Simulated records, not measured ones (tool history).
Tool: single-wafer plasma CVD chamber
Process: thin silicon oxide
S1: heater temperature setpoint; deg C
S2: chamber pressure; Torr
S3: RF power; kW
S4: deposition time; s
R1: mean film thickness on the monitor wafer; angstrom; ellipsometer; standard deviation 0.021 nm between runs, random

| run | day | S1 | S2 | S3 | S4 | R1 |
|---|---|---|---|---|---|---|
| 1 | 0 | 395 | 0.549 | 0.36 | 6.24 | 87.11 |
| 2 | 0.05 | 386 | 0.549 | 0.36 | 6.24 | 87.574 |
| 3 | 0.333 | 386 | 0.53 | 0.36 | 6.24 | 84.542 |
| 4 | 0.412 | 386 | 0.513 | 0.36 | 6.24 | 81.586 |
| 5 | 0.458 | 380 | 0.513 | 0.36 | 6.24 | 81.877 |
| 6 | 0.646 | 380 | 0.513 | 0.31 | 6.24 | 77.515 |
| 7 | 0.842 | 380 | 0.503 | 0.31 | 6.24 | 76.024 |

For run 8, what comes out?
| 8 | 0.896 | 380 | 0.495 | 0.31 | 6.24 | ? |

{"run 8": {"R1": 74.27}}
